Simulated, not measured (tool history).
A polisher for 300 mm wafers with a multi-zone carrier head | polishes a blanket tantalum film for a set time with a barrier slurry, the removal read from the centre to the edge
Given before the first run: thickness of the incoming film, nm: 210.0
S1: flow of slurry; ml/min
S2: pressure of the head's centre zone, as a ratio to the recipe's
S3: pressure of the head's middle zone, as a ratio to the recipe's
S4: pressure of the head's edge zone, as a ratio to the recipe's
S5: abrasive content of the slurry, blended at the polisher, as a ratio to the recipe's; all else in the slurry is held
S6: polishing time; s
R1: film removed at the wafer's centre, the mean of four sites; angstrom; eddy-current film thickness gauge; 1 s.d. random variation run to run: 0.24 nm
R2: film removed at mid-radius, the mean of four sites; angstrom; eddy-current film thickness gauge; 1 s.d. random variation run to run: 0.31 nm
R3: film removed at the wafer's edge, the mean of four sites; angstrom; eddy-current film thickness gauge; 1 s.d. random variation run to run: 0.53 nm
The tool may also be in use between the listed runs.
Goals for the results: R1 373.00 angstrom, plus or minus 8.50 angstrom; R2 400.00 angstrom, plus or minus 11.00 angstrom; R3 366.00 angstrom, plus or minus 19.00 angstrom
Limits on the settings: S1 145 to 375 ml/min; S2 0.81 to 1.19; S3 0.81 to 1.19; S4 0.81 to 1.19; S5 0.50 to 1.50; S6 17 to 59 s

run 1 hour=0.0 | S1=240 S2=1.00 S3=1.00 S4=1.00 S5=1.00 S6=38 | R1=483.16 R2=477.59 R3=469.88
run 2 hour=6.4 | S1=240 S2=0.97 S3=0.99 S4=0.95 S5=0.90 S6=38 | R1=455.17 R2=468.43 R3=443.98
run 3 hour=10.4 | S1=235 S2=0.95 S3=0.97 S4=0.92 S5=0.80 S6=38 | R1=436.19 R2=450.76 R3=429.20
run 4 hour=16.9 | S1=295 S2=0.95 S3=0.97 S4=0.92 S5=0.80 S6=38 | R1=453.71 R2=460.29 R3=446.90
run 5 hour=17.7 | S1=295 S2=0.95 S3=0.97 S4=0.92 S5=0.70 S6=38 | R1=440.96 R2=438.76 R3=429.49
run 6 hour=22.3 | S1=270 S2=0.94 S3=0.96 S4=0.90 S5=0.65 S6=38 | R1=425.82 R2=430.04 R3=409.92
run 7 hour=30.8 | S1=250 S2=0.92 S3=0.95 S4=0.89 S5=0.60 S6=38 | R1=410.51 R2=420.07 R3=403.21
run 8 hour=38.4 | S1=235 S2=0.91 S3=0.95 S4=0.87 S5=0.55 S6=38 | R1=394.93 R2=408.91 R3=404.46
run 9 hour=45.6 | S1=235 S2=0.92 S3=0.97 S4=0.86 S5=0.55 S6=37 | R1=383.10 R2=409.38 R3=383.23

5 next moves are on the table. One of them brings every result within its allowed miss. Which?
run A hour=52.8 | S1=235 S2=0.86 S3=0.93 S4=0.89 S5=0.60 S6=40 | R1=? R2=? R3=?
run B hour=52.8 | S1=305 S2=0.81 S3=0.94 S4=0.94 S5=0.60 S6=38 | R1=? R2=? R3=?
run C hour=52.8 | S1=290 S2=0.90 S3=0.98 S4=0.82 S5=0.60 S6=35 | R1=? R2=? R3=?
run D hour=52.8 | S1=230 S2=0.88 S3=1.01 S4=0.85 S5=0.75 S6=33 | R1=? R2=? R3=?
run E hour=52.8 | S1=285 S2=0.96 S3=1.09 S4=0.99 S5=0.50 S6=33 | R1=? R2=? R3=?

move=A R1=401.51 R2=431.03 R3=434.02
move=B R1=373.57 R2=423.80 R3=431.36
move=C R1=374.19 R2=400.48 R3=371.94
move=D R1=352.07 R2=393.77 R3=365.38
move=E R1=359.50 R2=393.88 R3=368.24
A: moves away from the targets compared with the last run
B: gets the furthest-off result to its target, but another result is out of tolerance
C: every result lands within tolerance
D: takes the biggest miss from the last run beyond its target
E: takes the biggest miss from the last run beyond its target
The right move is C.

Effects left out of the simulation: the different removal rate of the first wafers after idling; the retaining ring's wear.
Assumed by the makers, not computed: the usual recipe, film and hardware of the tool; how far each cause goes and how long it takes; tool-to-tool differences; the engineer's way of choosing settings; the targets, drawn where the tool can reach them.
